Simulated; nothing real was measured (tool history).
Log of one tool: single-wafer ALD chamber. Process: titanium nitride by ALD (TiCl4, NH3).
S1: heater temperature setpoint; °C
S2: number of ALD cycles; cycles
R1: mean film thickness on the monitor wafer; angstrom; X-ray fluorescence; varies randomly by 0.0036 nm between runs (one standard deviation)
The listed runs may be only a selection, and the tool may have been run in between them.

run 1 day=0 | S1=380 S2=55 NH3_pulse_time_(s)=2.84 | R1=12.887
run 2 day=0.383 | S1=374 S2=54 NH3_pulse_time_(s)=2.38 | R1=12.341
run 3 day=0.717 | S1=374 S2=54 NH3_pulse_time_(s)=3.05 | R1=12.601
run 4 day=0.779 | S1=381 S2=54 NH3_pulse_time_(s)=3.05 | R1=12.611
run 5 day=1.15 | S1=381 S2=54 NH3_pulse_time_(s)=2.61 | R1=12.5
-- day=1.225 thermocouple changed; heater temperature recalibrated
run 6 day=1.225 | S1=375 S2=54 NH3_pulse_time_(s)=2.21 | R1=12.29

Forecast run 7:
run 7 day=1.588 | S1=370 S2=54 NH3_pulse_time_(s)=1.91 | R1=?

Run 7 produced R1 11.907 angstrom.
